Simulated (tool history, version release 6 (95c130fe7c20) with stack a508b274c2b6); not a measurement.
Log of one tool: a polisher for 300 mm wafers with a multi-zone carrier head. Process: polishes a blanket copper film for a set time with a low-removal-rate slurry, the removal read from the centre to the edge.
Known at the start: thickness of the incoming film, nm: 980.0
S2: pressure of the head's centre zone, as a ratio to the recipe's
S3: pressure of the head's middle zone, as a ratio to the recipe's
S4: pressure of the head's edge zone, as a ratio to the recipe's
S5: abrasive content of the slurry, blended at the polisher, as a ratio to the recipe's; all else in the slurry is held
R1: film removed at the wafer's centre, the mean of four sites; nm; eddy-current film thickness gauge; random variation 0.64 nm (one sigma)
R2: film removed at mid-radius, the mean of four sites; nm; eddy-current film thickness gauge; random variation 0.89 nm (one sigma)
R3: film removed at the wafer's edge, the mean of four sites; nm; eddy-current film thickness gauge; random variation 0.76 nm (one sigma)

Run 1, hour 0.0: flow of slurry (ml/min) 290, S2 1.00, S3 1.00, S4 1.00, S5 1.00, polishing time (s) 48. Result: R1 107.260 nm, R2 106.340 nm, R3 103.260 nm.
Run 2, hour 5.6: flow of slurry (ml/min) 290, S2 0.99, S3 1.00, S4 0.99, S5 0.95, polishing time (s) 46. Result: R1 101.580 nm, R2 99.010 nm, R3 98.602 nm.
Run 3, hour 13.9: flow of slurry (ml/min) 335, S2 0.99, S3 1.00, S4 0.99, S5 0.95, polishing time (s) 46. Result: R1 102.030 nm, R2 102.510 nm, R3 99.495 nm.
Run 4, hour 20.8: flow of slurry (ml/min) 335, S2 0.99, S3 1.00, S4 0.99, S5 1.10, polishing time (s) 46. Result: R1 104.160 nm, R2 104.980 nm, R3 101.980 nm.
Run 5, hour 29.4: flow of slurry (ml/min) 335, S2 0.99, S3 1.00, S4 0.99, S5 1.10, polishing time (s) 34. Result: R1 77.363 nm, R2 76.480 nm, R3 74.784 nm.
Run 6, hour 35.7: flow of slurry (ml/min) 335, S2 0.99, S3 0.93, S4 0.99, S5 1.10, polishing time (s) 34. Result: R1 78.140 nm, R2 74.298 nm, R3 75.274 nm.
Run 7, hour 42.8: flow of slurry (ml/min) 335, S2 0.98, S3 0.94, S4 0.97, S5 1.05, polishing time (s) 34. Result: R1 77.182 nm, R2 71.349 nm, R3 74.153 nm.
Run 8, hour 44.1: flow of slurry (ml/min) 335, S2 0.98, S3 0.97, S4 0.96, S5 1.00, polishing time (s) 33. Result: R1 73.621 nm, R2 72.057 nm, R3 71.803 nm.
Run 9, hour 47.7: flow of slurry (ml/min) 330, S2 0.96, S3 0.97, S4 0.86, S5 0.75, polishing time (s) 30. Result: R1 62.227 nm, R2 61.416 nm, R3 59.555 nm.
Run 10, hour 49.2: flow of slurry (ml/min) 330, S2 0.96, S3 0.98, S4 0.86, S5 0.75, polishing time (s) 30. Result: R1 61.353 nm, R2 62.520 nm, R3 57.846 nm.

Forecast run 11:
Run 11, hour 54.4: flow of slurry (ml/min) 330, S2 0.96, S3 0.98, S4 0.87, S5 0.75, polishing time (s) 30. Result: R1 ?, R2 ?, R3 ?.

R1: 62.033 nm
R2: 62.634 nm
R3: 58.440 nm

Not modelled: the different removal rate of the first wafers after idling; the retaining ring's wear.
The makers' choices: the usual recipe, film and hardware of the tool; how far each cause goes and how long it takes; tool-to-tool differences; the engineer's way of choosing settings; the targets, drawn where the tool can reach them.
